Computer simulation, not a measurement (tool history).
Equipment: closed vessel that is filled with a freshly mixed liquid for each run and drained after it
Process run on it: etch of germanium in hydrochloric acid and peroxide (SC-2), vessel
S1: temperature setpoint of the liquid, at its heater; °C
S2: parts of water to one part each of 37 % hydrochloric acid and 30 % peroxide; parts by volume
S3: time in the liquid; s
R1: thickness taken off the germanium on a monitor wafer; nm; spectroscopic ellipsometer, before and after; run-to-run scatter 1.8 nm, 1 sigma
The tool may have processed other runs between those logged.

run  hour    S1   S2   S3      R1
  1   0.0  47.0  8.5  100  207.62
  2   0.6  49.0  8.5  100  220.76
  3   6.8  50.5  8.5  100  230.65
  4  15.8  54.0  8.5  100  262.16
  5  16.7  54.5  8.5  100  260.29
  6  21.6  54.5  8.5  100  260.40
  7  26.1  55.0  8.5  100  264.69
  8  31.4  55.5  8.5  100  271.48

Estimate the outcome of run 9 from the log above:
  9  32.2  56.0  8.5  100   ?

R1: 275.12 nm

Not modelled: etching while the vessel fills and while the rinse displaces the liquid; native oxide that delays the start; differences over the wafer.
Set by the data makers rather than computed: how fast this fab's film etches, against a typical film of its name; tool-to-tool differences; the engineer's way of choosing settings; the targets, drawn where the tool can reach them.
